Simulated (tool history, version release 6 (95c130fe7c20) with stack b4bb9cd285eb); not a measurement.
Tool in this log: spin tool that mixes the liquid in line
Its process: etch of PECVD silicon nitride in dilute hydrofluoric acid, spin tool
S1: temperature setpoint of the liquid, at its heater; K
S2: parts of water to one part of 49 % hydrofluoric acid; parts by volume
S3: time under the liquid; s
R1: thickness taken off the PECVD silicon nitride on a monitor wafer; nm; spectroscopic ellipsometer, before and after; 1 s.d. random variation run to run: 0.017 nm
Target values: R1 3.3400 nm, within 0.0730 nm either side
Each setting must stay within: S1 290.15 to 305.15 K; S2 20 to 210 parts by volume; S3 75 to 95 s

run	hour	S1	S2	S3	R1
1	0.0	297.15	115	95	2.2786
2	2.7	293.65	115	95	1.8111
3	11.5	293.65	145	95	1.4473
4	16.8	291.15	145	95	1.2266
5	25.7	291.15	145	75	0.9655
6	31.6	291.15	145	95	1.2223
7	37.9	291.15	145	95	1.2224
8	41.6	295.15	140	95	1.6497
9	45.5	298.15	140	95	2.0070
10	46.8	300.15	140	95	2.2872
11	48.9	301.65	140	95	2.5000
12	51.6	302.65	140	95	2.6656
13	56.7	303.15	140	95	2.7453
14	59.0	303.65	140	95	2.8578
15	62.4	304.15	140	95	2.9035
16	65.0	304.65	135	95	3.1033

Pick the move, out of 5, that brings all results within their allowed miss; only one does.
A	67.6	301.65	100	85	?
B	67.6	305.15	145	95	?
C	67.6	302.65	115	85	?
D	67.6	305.15	150	95	?
E	67.6	304.65	120	90	?

move	R1
A	3.1394
B	2.9934
C	2.9060
D	2.8913
E	3.3359
A: nearer the targets than the last run, but a result is still out of spec
B: the biggest miss grows against the last run
C: the biggest miss grows against the last run
D: the biggest miss grows against the last run
E: meets every target
The right move is E.
